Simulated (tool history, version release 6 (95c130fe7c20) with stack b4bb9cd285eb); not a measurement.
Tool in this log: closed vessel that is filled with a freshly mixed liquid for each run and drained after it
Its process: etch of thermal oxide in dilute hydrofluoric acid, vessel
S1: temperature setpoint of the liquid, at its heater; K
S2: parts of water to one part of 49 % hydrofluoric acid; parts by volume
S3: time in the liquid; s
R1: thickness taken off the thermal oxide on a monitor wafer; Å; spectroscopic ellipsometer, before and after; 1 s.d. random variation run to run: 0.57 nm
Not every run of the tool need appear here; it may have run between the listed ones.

| run | hour | S1 | S2 | S3 | R1 |
|---|---|---|---|---|---|
| 1 | 0.0 | 296.15 | 195 | 2180 | 404.96 |
| 2 | 8.7 | 296.15 | 160 | 2180 | 512.21 |
| 3 | 15.2 | 296.15 | 160 | 2180 | 509.29 |
| 4 | 17.7 | 296.15 | 160 | 2180 | 505.80 |
| 5 | 23.4 | 296.15 | 160 | 2345 | 552.41 |
| 6 | 26.9 | 296.15 | 115 | 2345 | 801.24 |

Forecast run 7:
| 7 | 30.8 | 295.65 | 115 | 2345 | ? |

{"run 7": {"R1": 794.49}}
